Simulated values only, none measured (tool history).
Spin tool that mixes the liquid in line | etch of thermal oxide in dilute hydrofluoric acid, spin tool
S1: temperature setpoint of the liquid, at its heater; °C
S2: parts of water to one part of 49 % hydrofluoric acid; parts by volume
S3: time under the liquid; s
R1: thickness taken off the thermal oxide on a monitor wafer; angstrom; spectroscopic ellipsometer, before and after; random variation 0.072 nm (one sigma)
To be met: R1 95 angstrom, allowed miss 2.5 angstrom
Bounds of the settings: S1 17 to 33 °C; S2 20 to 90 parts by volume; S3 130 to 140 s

{"run": 1, "hour": 0.0, "S1": 25, "S2": 50, "S3": 130, "R1": 136.72}
{"run": 2, "hour": 5.0, "S1": 25, "S2": 60, "S3": 130, "R1": 112.96}
{"run": 3, "hour": 9.7, "S1": 25, "S2": 60, "S3": 140, "R1": 121.17}
{"run": 4, "hour": 11.3, "S1": 24, "S2": 60, "S3": 140, "R1": 115.89}
{"run": 5, "hour": 19.8, "S1": 27, "S2": 60, "S3": 140, "R1": 132.25}
{"run": 6, "hour": 23.1, "S1": 25.5, "S2": 60, "S3": 140, "R1": 123.66}
{"run": 7, "hour": 30.7, "S1": 24.5, "S2": 60, "S3": 140, "R1": 117.05}
{"run": 8, "hour": 33.3, "S1": 24, "S2": 60, "S3": 140, "R1": 115.71}
{"run": 9, "hour": 37.9, "S1": 23.5, "S2": 60, "S3": 140, "R1": 114.67}
{"run": 10, "hour": 38.8, "S1": 22.5, "S2": 60, "S3": 140, "R1": 109.62}
{"run": 11, "hour": 44.4, "S1": 22, "S2": 60, "S3": 140, "R1": 108.06}
{"run": 12, "hour": 50.7, "S1": 21.5, "S2": 60, "S3": 140, "R1": 105.67}
{"run": 13, "hour": 57.8, "S1": 18.5, "S2": 60, "S3": 140, "R1": 91.723}

Which of these 4 next moves meets every target?
{"run": "A", "hour": 64.9, "S1": 17, "S2": 55, "S3": 140, "R1": "?"}
{"run": "B", "hour": 64.9, "S1": 18, "S2": 55, "S3": 140, "R1": "?"}
{"run": "C", "hour": 64.9, "S1": 20, "S2": 55, "S3": 130, "R1": "?"}
{"run": "D", "hour": 64.9, "S1": 17.5, "S2": 60, "S3": 140, "R1": "?"}

move=A R1=95.415
move=B R1=99.625
move=C R1=100.75
move=D R1=88.877
A: meets every target
B: takes the result that was furthest off past its target
C: takes the result that was furthest off past its target
D: further off than the last run
The right move is A.
